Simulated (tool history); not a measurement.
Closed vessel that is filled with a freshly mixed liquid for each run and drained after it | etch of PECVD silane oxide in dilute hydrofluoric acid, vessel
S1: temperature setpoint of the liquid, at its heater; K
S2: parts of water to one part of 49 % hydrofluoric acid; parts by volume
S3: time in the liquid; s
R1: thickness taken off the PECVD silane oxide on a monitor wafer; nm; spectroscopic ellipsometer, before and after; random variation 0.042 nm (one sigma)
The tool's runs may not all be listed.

run  hour      S1   S2  S3      R1
  1   0.0  294.15  195  35  3.5057
  2   6.6  294.15  195  35  3.4900
  3   9.9  294.15  195  30  3.0683
  4  11.2  296.15  190  30  3.3837
  5  15.7  297.15  185  30  3.6176
  6  16.9  297.15  185  30  3.6507
  7  17.9  298.15  185  30  3.6837

Forecast run 8:
  8  22.0  299.15  180  30   ?

Run 8 gave R1 3.9788 nm.
